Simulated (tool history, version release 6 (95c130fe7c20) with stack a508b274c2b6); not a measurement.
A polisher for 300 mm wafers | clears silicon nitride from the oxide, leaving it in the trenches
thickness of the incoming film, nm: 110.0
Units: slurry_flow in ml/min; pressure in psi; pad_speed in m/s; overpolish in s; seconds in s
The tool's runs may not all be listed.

{"run": 1, "hour": 0.0, "slurry_flow": 185, "pressure": 2.7, "pad_speed": 0.92, "overpolish": 11, "seconds": 106.35}
{"run": 2, "hour": 7.6, "slurry_flow": 185, "pressure": 2.7, "pad_speed": 1.1, "overpolish": 11, "seconds": 92.182}
{"run": 3, "hour": 9.3, "slurry_flow": 185, "pressure": 2.7, "pad_speed": 1.1, "overpolish": 11, "seconds": 87.106}
{"run": 4, "hour": 15.7, "slurry_flow": 185, "pressure": 2.3, "pad_speed": 1.1, "overpolish": 11, "seconds": 104.95}
{"run": 5, "hour": 20.0, "slurry_flow": 185, "pressure": 2.6, "pad_speed": 1.12, "overpolish": 11, "seconds": 91.218}
{"run": 6, "hour": 21.0, "slurry_flow": 185, "pressure": 2.8, "pad_speed": 1.12, "overpolish": 11, "seconds": 85.468}

Run 7 comes next. What will it give?
{"run": 7, "hour": 25.9, "slurry_flow": 185, "pressure": 3.0, "pad_speed": 1.12, "overpolish": 11, "seconds": "?"}

seconds: 79.444 s
